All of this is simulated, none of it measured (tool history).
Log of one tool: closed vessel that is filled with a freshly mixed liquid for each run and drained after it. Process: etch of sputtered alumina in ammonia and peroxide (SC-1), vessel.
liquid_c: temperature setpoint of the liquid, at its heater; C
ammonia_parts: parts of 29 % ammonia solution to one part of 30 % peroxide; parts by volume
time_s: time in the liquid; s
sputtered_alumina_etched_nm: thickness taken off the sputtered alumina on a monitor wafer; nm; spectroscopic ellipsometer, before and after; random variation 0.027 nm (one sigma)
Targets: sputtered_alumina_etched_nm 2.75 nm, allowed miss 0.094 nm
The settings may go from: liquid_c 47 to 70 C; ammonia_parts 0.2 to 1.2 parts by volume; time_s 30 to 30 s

run    day  liquid_c  ammonia_parts  time_s  sputtered_alumina_etched_nm
  1      0        63           0.85      30                       4.5644
  2  0.292        63           0.85      30                       4.6688
  3  0.508        63              1      30                        4.728
  4  0.842      61.5              1      30                       4.3422
  5  0.958        60              1      30                         3.99
  6   1.25        59              1      30                       3.7553
  7  1.567        58              1      30                       3.6666
  8  1.904        57              1      30                       3.4503
  9  2.088      56.5              1      30                       3.2846
 10  2.412        56              1      30                       3.2223
 11    2.7      55.5              1      30                       3.2419
 12  2.925        55              1      30                       3.0923
 13  3.112      54.5              1      30                       3.0418
 14  3.458        54              1      30                       2.9153

4 next moves are on the table. One of them brings every result within its allowed miss. Which?
  A  3.804        54            1.2      30                            ?
  B  3.804      54.5              1      30                            ?
  C  3.804        53           0.95      30                            ?
  D  3.804      54.5            0.8      30                            ?

move  sputtered_alumina_etched_nm
   A                       3.0295
   B                        3.058
   C                       2.8083
   D                        2.994
A: further off than the last run
B: further off than the last run
C: meets every target
D: further off than the last run
Move C is the one to make.

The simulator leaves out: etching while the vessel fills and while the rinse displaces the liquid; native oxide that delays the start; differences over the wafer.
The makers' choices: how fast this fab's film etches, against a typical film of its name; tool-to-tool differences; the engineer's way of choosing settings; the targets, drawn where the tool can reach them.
